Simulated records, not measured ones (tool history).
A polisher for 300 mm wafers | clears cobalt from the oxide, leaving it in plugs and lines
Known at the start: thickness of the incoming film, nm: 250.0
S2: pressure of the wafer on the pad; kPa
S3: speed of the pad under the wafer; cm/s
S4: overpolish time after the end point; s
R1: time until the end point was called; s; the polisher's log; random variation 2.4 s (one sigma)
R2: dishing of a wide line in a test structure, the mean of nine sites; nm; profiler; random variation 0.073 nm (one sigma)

Run 1, hour 0.0: flow of slurry (ml/min) 255, S2 10.3 kPa, S3 96 cm/s, S4 12 s. Result: R1 74.863 s, R2 8.3353 nm.
Run 2, hour 6.9: flow of slurry (ml/min) 240, S2 9.0 kPa, S3 94 cm/s, S4 10 s. Result: R1 92.008 s, R2 7.9864 nm.
Run 3, hour 15.1: flow of slurry (ml/min) 240, S2 9.0 kPa, S3 94 cm/s, S4 14 s. Result: R1 93.609 s, R2 8.1708 nm.
Run 4, hour 18.5: flow of slurry (ml/min) 180, S2 9.0 kPa, S3 94 cm/s, S4 14 s. Result: R1 93.365 s, R2 8.0540 nm.
Run 5, hour 22.1: flow of slurry (ml/min) 155, S2 9.0 kPa, S3 94 cm/s, S4 14 s. Result: R1 96.911 s, R2 8.1284 nm.
Run 6, hour 24.2: flow of slurry (ml/min) 155, S2 8.3 kPa, S3 96 cm/s, S4 12 s. Result: R1 103.490 s, R2 8.0016 nm.
Run 7, hour 29.5: flow of slurry (ml/min) 155, S2 7.6 kPa, S3 98 cm/s, S4 10 s. Result: R1 108.200 s, R2 7.7028 nm.
Run 8, hour 34.6: flow of slurry (ml/min) 155, S2 6.9 kPa, S3 100 cm/s, S4 9 s. Result: R1 113.900 s, R2 7.3118 nm.
Run 9, hour 41.2: flow of slurry (ml/min) 155, S2 6.2 kPa, S3 102 cm/s, S4 8 s. Result: R1 125.180 s, R2 6.8419 nm.

Forecast run 10:
Run 10, hour 45.4: flow of slurry (ml/min) 155, S2 6.2 kPa, S3 104 cm/s, S4 7 s. Result: R1 ?, R2 ?.

{"run 10": {"R1": 126.23, "R2": 6.5739}}
